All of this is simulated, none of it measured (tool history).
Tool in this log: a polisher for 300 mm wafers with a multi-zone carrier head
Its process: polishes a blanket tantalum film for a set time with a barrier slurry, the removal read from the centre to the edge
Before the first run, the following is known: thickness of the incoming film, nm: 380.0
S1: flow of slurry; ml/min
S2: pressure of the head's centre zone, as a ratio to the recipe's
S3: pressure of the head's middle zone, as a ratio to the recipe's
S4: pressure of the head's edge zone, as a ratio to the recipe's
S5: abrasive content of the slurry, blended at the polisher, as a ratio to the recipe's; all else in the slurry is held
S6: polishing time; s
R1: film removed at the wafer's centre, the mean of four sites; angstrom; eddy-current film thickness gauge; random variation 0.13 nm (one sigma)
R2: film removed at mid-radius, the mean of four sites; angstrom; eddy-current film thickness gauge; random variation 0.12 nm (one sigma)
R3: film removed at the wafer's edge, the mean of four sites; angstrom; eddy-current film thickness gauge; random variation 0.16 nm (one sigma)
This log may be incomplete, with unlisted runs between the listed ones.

run	hour	S1	S2	S3	S4	S5	S6	R1	R2	R3
1	0	130	1	1	1	1	32	259.45	254.79	252.52
2	3	130	1	1	1.04	1	32	257.76	257.26	257.93
3	6.7	110	1	1	1.04	1	32	247.7	245.47	254.08
4	11.4	110	1	1	1.04	1.2	32	260.74	257.43	264.11
5	15	110	1	1	1.04	1.2	25	206.69	203.51	207.83
6	18.4	110	1	1	0.95	1.2	25	208.3	202.3	197.79
7	20.7	105	0.97	0.99	0.95	1.15	25	196.28	196.59	197.08
8	24.2	100	0.95	0.98	0.94	1.15	25	189.48	196.8	194.57
9	31.8	100	0.93	0.96	0.94	1.15	25	187.37	191.14	192.99
10	33.4	95	0.91	0.95	0.95	1.1	25	178.63	186.77	190.04

Run 11, settings as shown, results not yet in. Your forecast:
11	42	95	0.91	0.95	0.95	1.1	25	?	?	?

R1: 181.09 angstrom
R2: 185.32 angstrom
R3: 188.48 angstrom
